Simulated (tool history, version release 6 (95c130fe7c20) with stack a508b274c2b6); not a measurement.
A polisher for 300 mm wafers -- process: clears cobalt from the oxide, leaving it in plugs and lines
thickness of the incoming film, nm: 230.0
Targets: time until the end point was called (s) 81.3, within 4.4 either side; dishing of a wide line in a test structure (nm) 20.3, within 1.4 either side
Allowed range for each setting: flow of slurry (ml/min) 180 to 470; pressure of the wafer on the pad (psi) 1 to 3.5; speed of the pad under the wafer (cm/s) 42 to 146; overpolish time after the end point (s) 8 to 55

| run | day | flow of slurry (ml/min) | pressure of the wafer on the pad (psi) | speed of the pad under the wafer (cm/s) | overpolish time after the end point (s) | time until the end point was called (s) | dishing of a wide line in a test structure (nm) |
|---|---|---|---|---|---|---|---|
| 1 | 0 | 300 | 2.2 | 94 | 28 | 43.599 | 64.16 |
| 2 | 0.221 | 295 | 2.1 | 92 | 26 | 47.118 | 60.324 |
| 3 | 0.442 | 265 | 2.1 | 92 | 26 | 46.458 | 60.959 |
| 4 | 0.646 | 255 | 2 | 90 | 24 | 52.811 | 55.356 |
| 5 | 0.946 | 245 | 1.9 | 92 | 22 | 53.296 | 53.456 |
| 6 | 1.075 | 235 | 1.8 | 92 | 20 | 57.608 | 51.301 |
| 7 | 1.2 | 230 | 1.7 | 92 | 19 | 58.48 | 47.77 |
| 8 | 1.329 | 225 | 1.6 | 92 | 18 | 62.491 | 43.984 |
| 9 | 1.6 | 220 | 1.5 | 92 | 17 | 67.52 | 41.548 |
| 10 | 1.942 | 230 | 1.4 | 92 | 16 | 70.775 | 39.046 |
| 11 | 2.004 | 260 | 1.4 | 92 | 15 | 69.296 | 36.697 |

Exactly one of the 4 candidate moves below puts every result within its allowed miss. Which one?
| A | 2.067 | 395 | 1.6 | 90 | 20 | ? | ? |
| B | 2.067 | 250 | 1.1 | 122 | 8 | ? | ? |
| C | 2.067 | 300 | 1 | 108 | 8 | ? | ? |
| D | 2.067 | 275 | 1.7 | 88 | 19 | ? | ? |

| move | time until the end point was called (s) | dishing of a wide line in a test structure (nm) |
|---|---|---|
| A | 61.962 | 48.052 |
| B | 68.709 | 23.666 |
| C | 82.96 | 20.261 |
| D | 61.691 | 46.805 |
A: its largest miss is bigger than the last run's
B: gains on the last run, yet a result remains outside its allowed miss
C: every result lands within tolerance
D: its largest miss is bigger than the last run's
Go with C: it meets all targets.
